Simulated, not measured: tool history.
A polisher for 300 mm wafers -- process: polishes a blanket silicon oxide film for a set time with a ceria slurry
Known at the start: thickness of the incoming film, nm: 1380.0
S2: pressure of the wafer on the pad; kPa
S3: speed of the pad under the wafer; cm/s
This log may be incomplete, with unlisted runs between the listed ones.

{"run": 1, "hour": 0.0, "flow of slurry (ml/min)": 135, "S2": 13.8, "S3": 122, "polishing time (s)": 30, "film removed (angstrom)": 936.18}
{"run": 2, "hour": 7.8, "flow of slurry (ml/min)": 125, "S2": 11.7, "S3": 122, "polishing time (s)": 30, "film removed (angstrom)": 783.69}
{"run": 3, "hour": 11.3, "flow of slurry (ml/min)": 115, "S2": 11, "S3": 122, "polishing time (s)": 30, "film removed (angstrom)": 729.87}
{"run": 4, "hour": 12.9, "flow of slurry (ml/min)": 105, "S2": 10.3, "S3": 122, "polishing time (s)": 30, "film removed (angstrom)": 673.48}
{"run": 5, "hour": 16.0, "flow of slurry (ml/min)": 105, "S2": 10.3, "S3": 146, "polishing time (s)": 30, "film removed (angstrom)": 781.68}
{"run": 6, "hour": 16.5, "flow of slurry (ml/min)": 80, "S2": 10.3, "S3": 146, "polishing time (s)": 30, "film removed (angstrom)": 718.67}
{"run": 7, "hour": 17.4, "flow of slurry (ml/min)": 80, "S2": 7.6, "S3": 146, "polishing time (s)": 30, "film removed (angstrom)": 535.74}
{"run": 8, "hour": 20.0, "flow of slurry (ml/min)": 115, "S2": 8.3, "S3": 146, "polishing time (s)": 30, "film removed (angstrom)": 648.47}
{"hour": 20.8, "done": "worn pad replaced by a new one"}
{"run": 9, "hour": 20.8, "flow of slurry (ml/min)": 110, "S2": 8.3, "S3": 146, "polishing time (s)": 30, "film removed (angstrom)": 717.82}

Expected results for the next run?
{"run": 10, "hour": 21.5, "flow of slurry (ml/min)": 100, "S2": 8.3, "S3": 146, "polishing time (s)": 30, "film removed (angstrom)": "?"}

{"run 10": {"film removed (angstrom)": 696.31}}
